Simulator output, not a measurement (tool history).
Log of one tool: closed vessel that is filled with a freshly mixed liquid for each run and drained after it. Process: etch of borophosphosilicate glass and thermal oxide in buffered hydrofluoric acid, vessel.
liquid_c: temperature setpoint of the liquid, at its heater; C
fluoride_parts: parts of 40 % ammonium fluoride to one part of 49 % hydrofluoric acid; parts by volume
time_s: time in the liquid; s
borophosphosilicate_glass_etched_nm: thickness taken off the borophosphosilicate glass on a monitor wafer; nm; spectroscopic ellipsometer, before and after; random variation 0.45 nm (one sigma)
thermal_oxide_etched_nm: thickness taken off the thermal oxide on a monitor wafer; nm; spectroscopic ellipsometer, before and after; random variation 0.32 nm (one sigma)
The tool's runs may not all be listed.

run,day,liquid_c,fluoride_parts,time_s,borophosphosilicate_glass_etched_nm,thermal_oxide_etched_nm
1,0.000,24.0,11.0,60,114.040,67.524
2,0.196,24.0,13.0,60,98.587,57.514
3,0.354,23.5,13.0,60,94.969,55.725
4,0.542,23.5,12.0,60,102.860,61.241
5,0.792,23.5,12.0,45,77.537,45.618
6,1.158,23.0,12.0,45,75.461,44.172
7,1.479,22.5,12.0,45,73.688,43.129
8,1.804,22.0,12.0,45,71.804,41.378

Forecast run 9:
9,2.108,21.5,12.5,45,?,?

borophosphosilicate_glass_etched_nm: 66.231 nm
thermal_oxide_etched_nm: 39.214 nm
